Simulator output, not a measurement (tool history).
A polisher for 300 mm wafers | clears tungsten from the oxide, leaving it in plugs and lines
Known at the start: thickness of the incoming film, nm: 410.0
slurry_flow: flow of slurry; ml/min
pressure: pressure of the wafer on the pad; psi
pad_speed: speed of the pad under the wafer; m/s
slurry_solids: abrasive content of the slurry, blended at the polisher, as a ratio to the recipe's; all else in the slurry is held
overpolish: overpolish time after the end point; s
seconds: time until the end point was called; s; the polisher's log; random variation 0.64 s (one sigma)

run  hour  slurry_flow  pressure  pad_speed  slurry_solids  overpolish  seconds
  1     0          315       3.3       0.84              1          11   110.01
  2   2.7          315       3.3       0.84              1           8   109.06
  3   9.7          315       3.3       0.84              1           8   109.38
  4  16.9          315       3.3          1              1           8   90.854
  5  20.3          315       3.5          1              1           8   86.509
  6  24.4          315       3.5          1              1          11   86.116

Run 7 comes next. What will it give?
  7  27.7          315       3.7          1              1          11        ?

{"run 7": {"seconds": 82.563}}

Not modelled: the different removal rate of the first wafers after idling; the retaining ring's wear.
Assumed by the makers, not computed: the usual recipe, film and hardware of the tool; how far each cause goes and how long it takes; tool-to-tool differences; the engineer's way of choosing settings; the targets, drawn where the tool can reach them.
